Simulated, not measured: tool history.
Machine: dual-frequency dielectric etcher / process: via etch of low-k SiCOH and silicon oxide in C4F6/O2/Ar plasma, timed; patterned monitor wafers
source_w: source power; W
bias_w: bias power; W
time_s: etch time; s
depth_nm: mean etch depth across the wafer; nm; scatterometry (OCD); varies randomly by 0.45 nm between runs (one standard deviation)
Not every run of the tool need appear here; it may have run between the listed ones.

run,hour,source_w,bias_w,time_s,depth_nm
1,0,260,165,31.5,69.006
2,3.7,280,171,31.5,70.835
3,10.8,300,183,31.5,73.803
4,15,300,170,31.5,72.404
5,21.8,300,184,31.5,74.72
# hour 22.3: wet clean of the chamber
6,22.3,300,173,31.5,76.333

The next listed run, before its measurement:
7,24.3,310,172,31.5,?

Run 7 measured depth_nm 76.41 nm.

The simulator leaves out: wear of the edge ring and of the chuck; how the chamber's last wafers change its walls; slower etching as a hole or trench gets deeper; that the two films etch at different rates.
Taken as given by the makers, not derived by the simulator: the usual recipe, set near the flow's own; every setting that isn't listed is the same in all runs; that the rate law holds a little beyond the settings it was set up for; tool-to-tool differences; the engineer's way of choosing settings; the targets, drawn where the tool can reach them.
